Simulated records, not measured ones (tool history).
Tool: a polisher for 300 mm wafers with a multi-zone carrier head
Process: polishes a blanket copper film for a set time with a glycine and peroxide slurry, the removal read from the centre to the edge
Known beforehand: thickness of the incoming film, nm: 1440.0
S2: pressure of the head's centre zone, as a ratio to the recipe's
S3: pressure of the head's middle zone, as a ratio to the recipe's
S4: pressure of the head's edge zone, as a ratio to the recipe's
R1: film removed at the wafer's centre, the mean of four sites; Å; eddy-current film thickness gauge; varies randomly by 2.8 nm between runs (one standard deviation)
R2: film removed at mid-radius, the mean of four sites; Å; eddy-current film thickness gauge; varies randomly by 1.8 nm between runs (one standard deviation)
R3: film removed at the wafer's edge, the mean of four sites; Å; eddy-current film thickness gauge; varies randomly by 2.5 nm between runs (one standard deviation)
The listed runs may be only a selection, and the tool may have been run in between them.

{"run": 1, "hour": 0.0, "flow of slurry (ml/min)": 250, "S2": 1.0, "S3": 1.0, "S4": 1.0, "polishing time (s)": 41, "R1": 2127.8, "R2": 2137.5, "R3": 2127.9}
{"run": 2, "hour": 2.3, "flow of slurry (ml/min)": 250, "S2": 1.0, "S3": 1.0, "S4": 0.92, "polishing time (s)": 41, "R1": 2125.2, "R2": 2155.5, "R3": 2036.0}
{"run": 3, "hour": 9.1, "flow of slurry (ml/min)": 250, "S2": 1.0, "S3": 1.0, "S4": 0.92, "polishing time (s)": 35, "R1": 1849.9, "R2": 1810.5, "R3": 1737.5}
{"run": 4, "hour": 15.8, "flow of slurry (ml/min)": 250, "S2": 1.0, "S3": 1.0, "S4": 0.92, "polishing time (s)": 40, "R1": 2084.6, "R2": 2114.4, "R3": 1985.1}
{"run": 5, "hour": 20.8, "flow of slurry (ml/min)": 250, "S2": 1.0, "S3": 1.0, "S4": 0.85, "polishing time (s)": 40, "R1": 2032.1, "R2": 2092.7, "R3": 1873.2}
{"run": 6, "hour": 27.2, "flow of slurry (ml/min)": 245, "S2": 1.03, "S3": 0.97, "S4": 0.84, "polishing time (s)": 39, "R1": 2093.1, "R2": 1999.1, "R3": 1892.7}
{"run": 7, "hour": 35.9, "flow of slurry (ml/min)": 250, "S2": 1.06, "S3": 0.97, "S4": 0.83, "polishing time (s)": 37, "R1": 2035.0, "R2": 1891.9, "R3": 1755.6}

Run 8 comes next. What will it give?
{"run": 8, "hour": 44.9, "flow of slurry (ml/min)": 250, "S2": 1.08, "S3": 0.96, "S4": 0.83, "polishing time (s)": 37, "R1": "?", "R2": "?", "R3": "?"}

{"run 8": {"R1": 2095.2, "R2": 1881.8, "R3": 1747.8}}
